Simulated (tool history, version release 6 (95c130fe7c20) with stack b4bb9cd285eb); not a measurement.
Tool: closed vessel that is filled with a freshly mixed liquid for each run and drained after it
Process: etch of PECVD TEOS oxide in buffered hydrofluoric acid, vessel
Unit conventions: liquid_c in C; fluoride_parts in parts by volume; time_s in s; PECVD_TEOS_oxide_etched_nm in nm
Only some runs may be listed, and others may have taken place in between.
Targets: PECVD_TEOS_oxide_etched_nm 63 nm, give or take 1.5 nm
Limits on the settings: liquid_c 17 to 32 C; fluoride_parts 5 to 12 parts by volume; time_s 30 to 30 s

run	hour	liquid_c	fluoride_parts	time_s	PECVD_TEOS_oxide_etched_nm
1	0	25	7	30	69.522
2	3.6	25	7	30	69.375
3	6.5	24.5	7	30	67.245
4	14	24.5	7	30	67.718
5	16.7	21.5	7	30	56.953
6	19.2	21.5	9	30	43.269
7	26.6	25.5	9	30	53.844
8	31.2	26	9	30	55.922
9	39.9	26.5	9	30	57.19
10	40.8	26.5	9	30	57.036
11	41.8	27	9	30	59.057
12	49.3	27.5	9	30	59.384
13	51.2	29	9	30	65.016

Exactly one of the 4 candidate moves below puts every result within its allowed miss. Which one?
A	53.1	28.5	8.5	30	?
B	53.1	28.5	9	30	?
C	53.1	29.5	10.5	30	?
D	53.1	26.5	8.5	30	?

move	PECVD_TEOS_oxide_etched_nm
A	67.6
B	63.536
C	59.789
D	60.771
A: misses by more than the last run did
B: each result inside its tolerance
C: moves the result that the last run missed by most past its target, out the other side
D: moves the result that the last run missed by most past its target, out the other side
B meets every target.
